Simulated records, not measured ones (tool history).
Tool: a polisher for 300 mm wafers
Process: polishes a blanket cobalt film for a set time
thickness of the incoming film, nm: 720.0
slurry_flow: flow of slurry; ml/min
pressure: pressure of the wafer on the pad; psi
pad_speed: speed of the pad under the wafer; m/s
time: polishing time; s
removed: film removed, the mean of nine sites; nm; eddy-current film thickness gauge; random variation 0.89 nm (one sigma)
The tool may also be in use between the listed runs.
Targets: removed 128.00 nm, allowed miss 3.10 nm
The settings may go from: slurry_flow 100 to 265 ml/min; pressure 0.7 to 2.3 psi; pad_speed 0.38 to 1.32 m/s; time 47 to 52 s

run,hour,slurry_flow,pressure,pad_speed,time,removed
1,0.0,170,1.5,0.84,52,193.19
2,7.9,170,1.5,0.72,52,165.49
3,14.3,165,1.4,0.72,52,154.58
4,20.4,165,1.4,0.72,52,154.31
5,28.4,165,1.8,0.72,52,195.62
6,29.6,160,1.7,0.72,52,182.12
7,34.8,150,1.6,0.72,52,173.00
8,36.3,150,1.5,0.72,52,159.41
9,39.5,140,1.5,0.72,52,158.58
10,41.7,135,1.4,0.72,52,149.26
11,47.5,130,1.4,0.72,52,147.48
12,55.6,125,1.4,0.72,52,146.44
13,60.1,120,1.4,0.72,52,142.41

5 next moves are on the table. One of them brings every result within its allowed miss. Which?
A,64.6,165,1.1,0.90,51,?
B,64.6,125,1.2,0.68,51,?
C,64.6,100,1.2,0.92,47,?
D,64.6,100,1.2,0.76,49,?
E,64.6,110,0.9,1.00,51,?

move,removed
A,152.06
B,118.26
C,137.31
D,118.94
E,129.26
A: further off than the last run
B: takes the result that was furthest off past its target
C: nearer than the last run, and not there yet
D: takes the result that was furthest off past its target
E: meets every target
Move E is the one to make.
